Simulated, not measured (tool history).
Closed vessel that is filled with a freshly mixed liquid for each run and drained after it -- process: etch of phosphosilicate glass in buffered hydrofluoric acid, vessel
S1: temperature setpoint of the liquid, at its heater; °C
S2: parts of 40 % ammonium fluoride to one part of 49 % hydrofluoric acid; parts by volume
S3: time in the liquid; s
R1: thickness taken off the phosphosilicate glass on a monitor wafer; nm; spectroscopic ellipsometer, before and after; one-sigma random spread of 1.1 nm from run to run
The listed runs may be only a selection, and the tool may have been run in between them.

Run 1, hour 0: S1 24 °C, S2 9.5 parts by volume, S3 85 s. Result: R1 275.88 nm.
Run 2, hour 5.6: S1 27 °C, S2 9.5 parts by volume, S3 85 s. Result: R1 322.86 nm.
Run 3, hour 13.1: S1 27 °C, S2 9.5 parts by volume, S3 90 s. Result: R1 339.55 nm.
Run 4, hour 18.2: S1 27 °C, S2 9.5 parts by volume, S3 85 s. Result: R1 323.16 nm.
Run 5, hour 26.1: S1 27 °C, S2 9.5 parts by volume, S3 90 s. Result: R1 342.82 nm.
Run 6, hour 35.2: S1 23.5 °C, S2 10 parts by volume, S3 90 s. Result: R1 272.39 nm.
Run 7, hour 39.7: S1 19.5 °C, S2 10.5 parts by volume, S3 90 s. Result: R1 208.78 nm.

Run 8 has not been measured yet. What should we expect?
Run 8, hour 47.6: S1 17.5 °C, S2 10.5 parts by volume, S3 90 s. Result: R1 ?.

{"run 8": {"R1": 185.45}}
